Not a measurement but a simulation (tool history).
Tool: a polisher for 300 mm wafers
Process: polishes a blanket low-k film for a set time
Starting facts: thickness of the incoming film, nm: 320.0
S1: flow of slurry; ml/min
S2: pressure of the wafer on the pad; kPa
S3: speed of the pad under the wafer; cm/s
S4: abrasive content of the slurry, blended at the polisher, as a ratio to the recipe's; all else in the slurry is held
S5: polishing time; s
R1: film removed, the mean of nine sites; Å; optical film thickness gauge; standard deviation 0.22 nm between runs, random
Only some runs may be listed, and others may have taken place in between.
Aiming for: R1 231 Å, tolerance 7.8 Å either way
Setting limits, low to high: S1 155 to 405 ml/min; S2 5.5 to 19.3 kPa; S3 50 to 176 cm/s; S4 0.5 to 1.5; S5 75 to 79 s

run,day,S1,S2,S3,S4,S5,R1
1,0,260,12.4,112,1,75,375.87
2,0.133,295,12.4,112,1,75,382.15
3,0.267,295,11.7,112,1,75,358.12
4,0.521,295,11.7,90,1,75,306.72
5,0.883,295,11,90,1,75,287.35
6,1,295,13.8,90,1,75,352.91
7,1.042,290,10.3,86,1,75,258.11
8,1.267,280,9.7,86,1,75,244.2
9,1.629,280,9.7,86,1,75,241.26
10,1.879,270,9.7,86,1,75,241.5

Of the 4 settings listed for the next run, only one would bring every result within its allowed miss of target. Which one?
A,2.129,270,9.7,76,1.25,79,?
B,2.129,265,9,84,1,75,?
C,2.129,285,7.6,112,1,79,?
D,2.129,285,9.7,70,1.2,79,?

move,R1
A,240.86
B,214.63
C,244.25
D,223.8
A: nearer the targets than the last run, but a result is still out of spec
B: carries the result that was furthest off beyond its target, to the other side
C: moves away from the targets compared with the last run
D: every result lands within tolerance
Go with D: it meets all targets.
